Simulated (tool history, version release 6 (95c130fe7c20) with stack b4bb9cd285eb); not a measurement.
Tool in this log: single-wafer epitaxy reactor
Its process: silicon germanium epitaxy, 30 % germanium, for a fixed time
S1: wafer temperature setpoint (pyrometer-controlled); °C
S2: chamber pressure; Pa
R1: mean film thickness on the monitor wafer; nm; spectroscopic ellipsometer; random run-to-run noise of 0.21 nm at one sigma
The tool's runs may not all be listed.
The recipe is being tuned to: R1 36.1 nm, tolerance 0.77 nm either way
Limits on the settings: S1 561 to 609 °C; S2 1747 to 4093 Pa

run 1 day=0 | S1=585 S2=2920 | R1=48.531
run 2 day=0.092 | S1=589 S2=2920 | R1=53.165
run 3 day=0.412 | S1=599 S2=2920 | R1=65.844
run 4 day=0.633 | S1=596 S2=2906 | R1=61.129
run 5 day=1 | S1=596 S2=3426 | R1=66.193
run 6 day=1.117 | S1=593 S2=3413 | R1=61.526
run 7 day=1.3 | S1=590 S2=3400 | R1=57.755
run 8 day=1.604 | S1=587 S2=3386 | R1=54.582
run 9 day=1.754 | S1=575 S2=3293 | R1=41.555
run 10 day=1.921 | S1=574 S2=3293 | R1=41.107
run 11 day=2.004 | S1=573 S2=3293 | R1=39.818
run 12 day=2.171 | S1=572 S2=3293 | R1=38.915
run 13 day=2.4 | S1=570 S2=3293 | R1=37.493

5 next moves are on the table. One of them brings every result within its allowed miss. Which?
run A day=2.629 | S1=568 S2=2946 | R1=?
run B day=2.629 | S1=569 S2=3146 | R1=?
run C day=2.629 | S1=566 S2=3280 | R1=?
run D day=2.629 | S1=565 S2=3373 | R1=?
run E day=2.629 | S1=570 S2=3680 | R1=?

move=A R1=33.983
move=B R1=35.717
move=C R1=34.014
move=D R1=33.661
move=E R1=38.991
A: moves the result that the last run missed by most past its target, out the other side
B: all results in spec
C: moves the result that the last run missed by most past its target, out the other side
D: moves the result that the last run missed by most past its target, out the other side
E: lands further from the targets than the last run did
Move B is the one to make.

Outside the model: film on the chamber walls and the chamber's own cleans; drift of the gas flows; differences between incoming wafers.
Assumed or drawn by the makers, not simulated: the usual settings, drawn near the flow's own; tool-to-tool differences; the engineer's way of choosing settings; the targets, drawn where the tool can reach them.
